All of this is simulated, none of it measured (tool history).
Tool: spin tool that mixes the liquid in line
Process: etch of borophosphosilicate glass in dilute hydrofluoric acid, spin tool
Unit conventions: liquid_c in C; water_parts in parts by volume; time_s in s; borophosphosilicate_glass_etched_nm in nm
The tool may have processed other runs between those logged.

| run | hour | liquid_c | water_parts | time_s | borophosphosilicate_glass_etched_nm |
|---|---|---|---|---|---|
| 1 | 0.0 | 23.0 | 175 | 160 | 30.393 |
| 2 | 1.0 | 21.5 | 180 | 160 | 28.087 |
| 3 | 2.0 | 20.5 | 185 | 160 | 26.248 |
| 4 | 3.9 | 19.5 | 190 | 160 | 24.346 |
| 5 | 5.7 | 19.5 | 190 | 175 | 25.969 |
| 6 | 13.3 | 17.0 | 190 | 175 | 23.944 |

Estimate the outcome of run 7 from the log above:
| 7 | 20.4 | 17.0 | 195 | 175 | ? |

borophosphosilicate_glass_etched_nm: 23.324 nm

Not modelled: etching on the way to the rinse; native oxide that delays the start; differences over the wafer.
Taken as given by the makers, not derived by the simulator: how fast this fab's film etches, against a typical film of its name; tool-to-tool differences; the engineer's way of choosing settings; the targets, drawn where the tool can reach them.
